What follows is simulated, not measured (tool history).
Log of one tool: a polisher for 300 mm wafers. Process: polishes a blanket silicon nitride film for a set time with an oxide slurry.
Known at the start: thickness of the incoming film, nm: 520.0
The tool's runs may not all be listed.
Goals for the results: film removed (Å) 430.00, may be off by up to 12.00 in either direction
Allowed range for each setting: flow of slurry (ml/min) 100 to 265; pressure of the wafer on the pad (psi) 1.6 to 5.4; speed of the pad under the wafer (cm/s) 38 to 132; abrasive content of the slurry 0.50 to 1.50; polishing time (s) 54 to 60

run	hour	flow of slurry (ml/min)	pressure of the wafer on the pad (psi)	speed of the pad under the wafer (cm/s)	abrasive content of the slurry	polishing time (s)	film removed (Å)
1	0.0	170	3.5	84	1.00	60	355.20
2	1.9	155	3.5	84	1.00	60	345.36
3	7.9	155	2.7	84	1.00	60	283.34
4	15.5	155	2.7	84	1.00	54	256.93
5	23.9	195	2.7	84	1.00	54	269.95
6	25.4	195	2.7	96	1.00	54	292.00
7	27.3	200	2.9	96	1.00	54	314.79
8	35.2	205	3.1	96	1.00	54	330.74
# hour 38.9: slurry blender recalibrated
9	38.9	205	3.1	96	1.00	54	341.58
10	43.0	210	3.2	96	1.00	54	355.30
11	46.2	215	3.3	96	1.00	54	364.19
12	50.2	220	3.4	96	1.00	54	372.82

Pick the move, out of 5, that brings all results within their allowed miss; only one does.
A	54.2	230	3.2	96	1.05	59	?
B	54.2	235	3.2	118	0.80	58	?
C	54.2	200	3.2	92	1.05	55	?
D	54.2	225	2.8	98	0.85	58	?
E	54.2	235	2.8	90	1.10	54	?

move	film removed (Å)
A	399.71
B	429.91
C	353.81
D	341.63
E	321.53
A: nearer the targets than the last run, but a result is still out of spec
B: in spec on every target
C: further off than the last run
D: further off than the last run
E: further off than the last run
The move that meets every target is B.
